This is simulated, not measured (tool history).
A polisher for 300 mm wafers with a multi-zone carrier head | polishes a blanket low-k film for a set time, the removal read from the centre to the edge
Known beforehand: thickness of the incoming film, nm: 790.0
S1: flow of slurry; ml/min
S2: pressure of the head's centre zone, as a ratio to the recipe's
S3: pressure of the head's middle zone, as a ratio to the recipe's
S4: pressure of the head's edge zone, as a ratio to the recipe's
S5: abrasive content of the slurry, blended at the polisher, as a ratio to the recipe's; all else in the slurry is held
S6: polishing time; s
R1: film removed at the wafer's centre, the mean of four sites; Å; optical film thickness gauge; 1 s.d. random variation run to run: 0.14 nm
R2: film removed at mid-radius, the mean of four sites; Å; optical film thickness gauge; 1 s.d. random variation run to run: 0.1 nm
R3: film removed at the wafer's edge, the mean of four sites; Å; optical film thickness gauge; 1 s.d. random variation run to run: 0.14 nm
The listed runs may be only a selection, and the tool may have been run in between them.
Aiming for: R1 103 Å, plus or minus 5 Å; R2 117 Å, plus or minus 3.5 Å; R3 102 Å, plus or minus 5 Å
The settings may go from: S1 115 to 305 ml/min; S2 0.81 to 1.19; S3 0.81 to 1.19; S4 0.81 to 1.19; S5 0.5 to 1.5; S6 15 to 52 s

{"run": 1, "day": 0.0, "S1": 195, "S2": 1, "S3": 1, "S4": 1, "S5": 1, "S6": 33, "R1": 173.21, "R2": 164.08, "R3": 167.33}
{"run": 2, "day": 0.288, "S1": 195, "S2": 0.93, "S3": 1, "S4": 1, "S5": 1, "S6": 33, "R1": 164.16, "R2": 163.98, "R3": 160.72}
{"run": 3, "day": 0.375, "S1": 190, "S2": 0.91, "S3": 1.01, "S4": 0.99, "S5": 0.9, "S6": 32, "R1": 144.08, "R2": 153.91, "R3": 147.69}
{"run": 4, "day": 0.492, "S1": 190, "S2": 0.91, "S3": 1.01, "S4": 0.99, "S5": 0.9, "S6": 26, "R1": 118.22, "R2": 125.22, "R3": 117.14}
{"run": 5, "day": 0.862, "S1": 190, "S2": 0.91, "S3": 1.06, "S4": 0.99, "S5": 0.9, "S6": 26, "R1": 117.56, "R2": 127.21, "R3": 121.78}
{"run": 6, "day": 0.925, "S1": 185, "S2": 0.89, "S3": 1.04, "S4": 0.97, "S5": 0.9, "S6": 26, "R1": 115.94, "R2": 123, "R3": 116.28}
{"run": 7, "day": 1.05, "S1": 185, "S2": 0.87, "S3": 1.05, "S4": 0.95, "S5": 0.85, "S6": 26, "R1": 109.7, "R2": 124.52, "R3": 114.01}
{"run": 8, "day": 1.296, "S1": 180, "S2": 0.86, "S3": 1.04, "S4": 0.93, "S5": 0.85, "S6": 26, "R1": 109.93, "R2": 121.05, "R3": 116.06}
{"run": 9, "day": 1.392, "S1": 195, "S2": 0.87, "S3": 1.04, "S4": 0.95, "S5": 0.8, "S6": 26, "R1": 109.02, "R2": 118.35, "R3": 113.32}
{"run": 10, "day": 1.479, "S1": 215, "S2": 0.87, "S3": 1.1, "S4": 0.86, "S5": 0.65, "S6": 26, "R1": 96.32, "R2": 113.02, "R3": 95.995}
{"run": 11, "day": 1.825, "S1": 215, "S2": 0.88, "S3": 1.1, "S4": 0.87, "S5": 0.65, "S6": 26, "R1": 98.332, "R2": 113.1, "R3": 100.52}

5 candidate next runs follow, results not yet known. Just one meets every target within its allowed miss. Identify it.
{"run": "A", "day": 2.171, "S1": 195, "S2": 0.87, "S3": 1.07, "S4": 0.86, "S5": 0.6, "S6": 29, "R1": "?", "R2": "?", "R3": "?"}
{"run": "B", "day": 2.171, "S1": 230, "S2": 0.9, "S3": 0.98, "S4": 0.81, "S5": 0.75, "S6": 25, "R1": "?", "R2": "?", "R3": "?"}
{"run": "C", "day": 2.171, "S1": 115, "S2": 0.86, "S3": 1.12, "S4": 1.03, "S5": 0.5, "S6": 37, "R1": "?", "R2": "?", "R3": "?"}
{"run": "D", "day": 2.171, "S1": 305, "S2": 0.98, "S3": 1.19, "S4": 0.81, "S5": 0.9, "S6": 20, "R1": "?", "R2": "?", "R3": "?"}
{"run": "E", "day": 2.171, "S1": 245, "S2": 0.83, "S3": 1.05, "S4": 1.06, "S5": 0.55, "S6": 30, "R1": "?", "R2": "?", "R3": "?"}

move=A R1=102.73 R2=116.38 R3=101.27
move=B R1=105.45 R2=108.24 R3=98.317
move=C R1=101.53 R2=122.42 R3=115.35
move=D R1=101.7 R2=115.84 R3=88.224
move=E R1=101.43 R2=116.09 R3=112.42
A: every result lands within tolerance
B: its largest miss is bigger than the last run's
C: pushes the last run's worst result past its target
D: gets the furthest-off result to its target, but another result is out of tolerance
E: gets the furthest-off result to its target, but another result is out of tolerance
Go with A: it meets all targets.
